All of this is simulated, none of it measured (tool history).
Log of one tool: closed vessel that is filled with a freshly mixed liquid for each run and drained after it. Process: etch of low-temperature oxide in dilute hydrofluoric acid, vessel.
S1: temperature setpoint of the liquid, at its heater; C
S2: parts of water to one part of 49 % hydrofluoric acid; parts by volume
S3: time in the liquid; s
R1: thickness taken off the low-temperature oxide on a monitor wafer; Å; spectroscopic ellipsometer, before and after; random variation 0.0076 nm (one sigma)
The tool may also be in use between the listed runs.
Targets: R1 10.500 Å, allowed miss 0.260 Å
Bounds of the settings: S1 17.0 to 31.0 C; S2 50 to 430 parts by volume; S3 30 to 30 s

run 1 hour=0.0 | S1=23.0 S2=240 S3=30 | R1=16.089
run 2 hour=4.1 | S1=24.5 S2=240 S3=30 | R1=16.867
run 3 hour=12.4 | S1=23.5 S2=240 S3=30 | R1=16.535
run 4 hour=15.0 | S1=22.0 S2=255 S3=30 | R1=14.361
run 5 hour=19.3 | S1=20.5 S2=265 S3=30 | R1=12.982
run 6 hour=21.1 | S1=19.5 S2=270 S3=30 | R1=12.044
run 7 hour=23.4 | S1=19.0 S2=275 S3=30 | R1=11.800
run 8 hour=32.1 | S1=18.5 S2=280 S3=30 | R1=11.175
run 9 hour=38.6 | S1=18.0 S2=280 S3=30 | R1=10.955

5 next moves are on the table. One of them brings every result within its allowed miss. Which?
run A hour=45.1 | S1=17.0 S2=275 S3=30 | R1=?
run B hour=45.1 | S1=19.0 S2=280 S3=30 | R1=?
run C hour=45.1 | S1=20.0 S2=290 S3=30 | R1=?
run D hour=45.1 | S1=17.0 S2=285 S3=30 | R1=?
run E hour=45.1 | S1=17.0 S2=265 S3=30 | R1=?

move=A R1=10.848
move=B R1=11.419
move=C R1=11.324
move=D R1=10.374
move=E R1=11.358
A: nearer than the last run, and not there yet
B: further off than the last run
C: further off than the last run
D: meets every target
E: further off than the last run
Move D is the one to make.

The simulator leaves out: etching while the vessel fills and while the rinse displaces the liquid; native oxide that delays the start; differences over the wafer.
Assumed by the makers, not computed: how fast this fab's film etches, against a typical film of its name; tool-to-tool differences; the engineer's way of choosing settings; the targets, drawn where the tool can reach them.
